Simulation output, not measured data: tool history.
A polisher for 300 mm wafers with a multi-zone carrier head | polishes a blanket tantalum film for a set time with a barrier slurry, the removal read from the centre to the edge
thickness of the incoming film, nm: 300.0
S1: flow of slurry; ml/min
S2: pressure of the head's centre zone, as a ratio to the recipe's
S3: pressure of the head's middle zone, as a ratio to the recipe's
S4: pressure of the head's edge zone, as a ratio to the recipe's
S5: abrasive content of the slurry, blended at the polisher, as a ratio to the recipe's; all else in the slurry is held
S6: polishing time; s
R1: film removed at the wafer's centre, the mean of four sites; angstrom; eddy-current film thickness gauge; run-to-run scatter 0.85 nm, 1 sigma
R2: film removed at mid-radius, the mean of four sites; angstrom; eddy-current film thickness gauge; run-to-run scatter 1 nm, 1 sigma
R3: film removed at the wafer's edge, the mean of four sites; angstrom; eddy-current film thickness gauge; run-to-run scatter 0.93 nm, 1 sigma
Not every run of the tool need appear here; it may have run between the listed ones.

run,hour,S1,S2,S3,S4,S5,S6,R1,R2,R3
1,0,200,1,1,1,1,57,934.72,878.24,885.77
2,8.1,200,1,1,1.04,1,57,950.45,876.61,900.55
3,16.7,210,0.96,1,1.08,1.15,57,938.13,906.78,954.35
4,23.5,220,0.95,1.01,1.11,1.25,58,995.72,953.6,1006.5
5,27.3,220,0.95,1.01,1.11,1.25,52,882.67,849.38,897.56
6,32.7,220,0.95,1.01,1.11,1.25,46,774.53,747.3,797.34
7,34.1,205,0.93,1.01,1.12,1.35,51,860.1,862.3,899.55
8,40,210,0.92,1.01,1.14,1.4,54,902.82,922.1,968.67
9,42.1,220,0.92,1.01,1.16,1.45,56,947.58,960.05,1030.4
10,45.4,225,0.92,1.01,1.17,1.45,57,982.66,989.1,1059.3
11,47,235,0.91,1.01,1.18,1.45,58,987.44,988.49,1079.9
12,53.7,240,0.91,1.01,1.18,1.45,59,987.88,1041.3,1113.4

Expected results for the next run?
13,58.6,245,0.92,1.01,1.18,1.45,59,?,?,?

{"run 13": {"R1": 1017.8, "R2": 1029.8, "R3": 1101.5}}
